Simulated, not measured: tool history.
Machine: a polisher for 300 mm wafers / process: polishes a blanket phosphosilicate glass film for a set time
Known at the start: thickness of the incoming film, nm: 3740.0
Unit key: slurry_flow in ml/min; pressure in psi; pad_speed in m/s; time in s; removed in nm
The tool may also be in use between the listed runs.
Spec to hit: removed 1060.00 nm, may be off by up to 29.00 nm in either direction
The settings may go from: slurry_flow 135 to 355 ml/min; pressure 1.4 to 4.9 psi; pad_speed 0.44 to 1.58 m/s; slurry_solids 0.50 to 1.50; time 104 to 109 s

run 1 day=0.000 | slurry_flow=225 pressure=3.1 pad_speed=1.00 slurry_solids=1.00 time=104 | removed=718.68
run 2 day=0.112 | slurry_flow=225 pressure=3.1 pad_speed=1.00 slurry_solids=0.85 time=104 | removed=668.15
run 3 day=0.358 | slurry_flow=230 pressure=3.5 pad_speed=1.00 slurry_solids=0.85 time=104 | removed=743.61
run 4 day=0.596 | slurry_flow=230 pressure=3.9 pad_speed=1.00 slurry_solids=0.85 time=104 | removed=822.65
run 5 day=0.938 | slurry_flow=230 pressure=4.2 pad_speed=1.00 slurry_solids=0.85 time=104 | removed=895.83
run 6 day=0.983 | slurry_flow=230 pressure=4.2 pad_speed=1.00 slurry_solids=0.85 time=109 | removed=933.70
run 7 day=1.233 | slurry_flow=235 pressure=4.3 pad_speed=1.00 slurry_solids=0.85 time=109 | removed=963.86
run 8 day=1.562 | slurry_flow=235 pressure=4.4 pad_speed=1.00 slurry_solids=0.85 time=109 | removed=979.89
run 9 day=1.588 | slurry_flow=235 pressure=4.5 pad_speed=1.00 slurry_solids=0.85 time=109 | removed=990.73
run 10 day=1.925 | slurry_flow=235 pressure=4.6 pad_speed=1.00 slurry_solids=0.85 time=109 | removed=1023.40

Which of these 4 next moves meets every target?
run A day=2.262 | slurry_flow=230 pressure=4.7 pad_speed=1.04 slurry_solids=0.80 time=109 | removed=?
run B day=2.262 | slurry_flow=180 pressure=4.8 pad_speed=1.12 slurry_solids=0.70 time=107 | removed=?
run C day=2.262 | slurry_flow=250 pressure=4.4 pad_speed=0.96 slurry_solids=1.20 time=109 | removed=?
run D day=2.262 | slurry_flow=250 pressure=4.9 pad_speed=0.98 slurry_solids=0.70 time=109 | removed=?

move=A removed=1034.50
move=B removed=988.95
move=C removed=1107.60
move=D removed=967.18
A: in spec on every target
B: its largest miss is bigger than the last run's
C: carries the result that was furthest off beyond its target, to the other side
D: its largest miss is bigger than the last run's
Move A is the one to make.
